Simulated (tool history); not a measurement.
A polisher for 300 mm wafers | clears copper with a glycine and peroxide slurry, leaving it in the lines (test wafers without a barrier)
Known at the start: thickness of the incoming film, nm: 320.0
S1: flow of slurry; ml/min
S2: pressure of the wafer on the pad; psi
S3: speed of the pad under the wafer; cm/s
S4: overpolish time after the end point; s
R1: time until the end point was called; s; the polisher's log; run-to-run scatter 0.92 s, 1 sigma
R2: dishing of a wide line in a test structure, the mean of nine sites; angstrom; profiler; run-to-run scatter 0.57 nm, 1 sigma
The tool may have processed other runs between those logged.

run  hour   S1   S2  S3  S4       R1      R2
  1   0.0  220  2.4  82  11   70.512  410.31
  2   8.5  220  2.4  82   8   70.889  307.93
  3  12.8  180  2.4  82   8   72.846  305.56
  4  20.5  175  2.0  80  11   84.843  349.57
  5  22.7  150  2.0  80  11   87.103  343.53
  6  28.1  150  1.7  80  11   96.789  309.17
  7  34.9  145  1.6  80  13  100.780  351.04
  8  43.6  140  1.6  80  15  102.440  391.24
  9  48.2  140  1.6  80  16  102.070  416.70

What does the tool deliver on the next run?
 10  50.1  140  1.6  80  17   ?   ?

{"run 10": {"R1": 105.12, "R2": 436.73}}

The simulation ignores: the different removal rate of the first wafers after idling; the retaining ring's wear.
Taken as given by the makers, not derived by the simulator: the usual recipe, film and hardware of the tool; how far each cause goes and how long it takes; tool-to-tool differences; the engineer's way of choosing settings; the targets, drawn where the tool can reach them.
